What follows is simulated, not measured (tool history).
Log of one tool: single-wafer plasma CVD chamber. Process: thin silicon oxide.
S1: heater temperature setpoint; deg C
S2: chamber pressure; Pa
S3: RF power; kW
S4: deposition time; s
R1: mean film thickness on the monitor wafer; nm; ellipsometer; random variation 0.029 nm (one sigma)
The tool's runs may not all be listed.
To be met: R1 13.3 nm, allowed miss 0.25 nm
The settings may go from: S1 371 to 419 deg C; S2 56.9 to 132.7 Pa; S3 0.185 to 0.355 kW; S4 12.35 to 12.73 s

{"run": 1, "hour": 0.0, "S1": 395, "S2": 94.8, "S3": 0.27, "S4": 12.35, "R1": 19.518}
{"run": 2, "hour": 3.5, "S1": 395, "S2": 86.8, "S3": 0.27, "S4": 12.35, "R1": 17.918}
{"run": 3, "hour": 11.8, "S1": 395, "S2": 80.5, "S3": 0.27, "S4": 12.35, "R1": 16.596}
{"run": 4, "hour": 13.9, "S1": 395, "S2": 76.1, "S3": 0.27, "S4": 12.35, "R1": 15.728}
{"run": 5, "hour": 16.0, "S1": 395, "S2": 72.9, "S3": 0.27, "S4": 12.35, "R1": 14.984}
{"run": 6, "hour": 21.6, "S1": 395, "S2": 72.9, "S3": 0.27, "S4": 12.73, "R1": 15.466}
{"run": 7, "hour": 24.7, "S1": 395, "S2": 70.1, "S3": 0.27, "S4": 12.73, "R1": 14.878}
{"run": 8, "hour": 28.4, "S1": 395, "S2": 68.1, "S3": 0.27, "S4": 12.73, "R1": 14.381}
{"run": 9, "hour": 33.9, "S1": 395, "S2": 66.8, "S3": 0.27, "S4": 12.73, "R1": 14.126}
{"run": 10, "hour": 39.4, "S1": 395, "S2": 65.7, "S3": 0.27, "S4": 12.73, "R1": 13.882}
{"run": 11, "hour": 46.8, "S1": 395, "S2": 65.1, "S3": 0.27, "S4": 12.73, "R1": 13.776}
{"run": 12, "hour": 51.8, "S1": 395, "S2": 64.5, "S3": 0.27, "S4": 12.73, "R1": 13.701}

Which of these 4 next moves meets every target?
{"run": "A", "hour": 56.8, "S1": 393, "S2": 73.7, "S3": 0.22, "S4": 12.6, "R1": "?"}
{"run": "B", "hour": 56.8, "S1": 391, "S2": 62.3, "S3": 0.285, "S4": 12.55, "R1": "?"}
{"run": "C", "hour": 56.8, "S1": 389, "S2": 66.4, "S3": 0.28, "S4": 12.73, "R1": "?"}
{"run": "D", "hour": 56.8, "S1": 397, "S2": 69.9, "S3": 0.235, "S4": 12.73, "R1": "?"}

move=A R1=14.263
move=B R1=13.287
move=C R1=14.312
move=D R1=13.977
A: further off than the last run
B: meets every target
C: further off than the last run
D: further off than the last run
Answer: B

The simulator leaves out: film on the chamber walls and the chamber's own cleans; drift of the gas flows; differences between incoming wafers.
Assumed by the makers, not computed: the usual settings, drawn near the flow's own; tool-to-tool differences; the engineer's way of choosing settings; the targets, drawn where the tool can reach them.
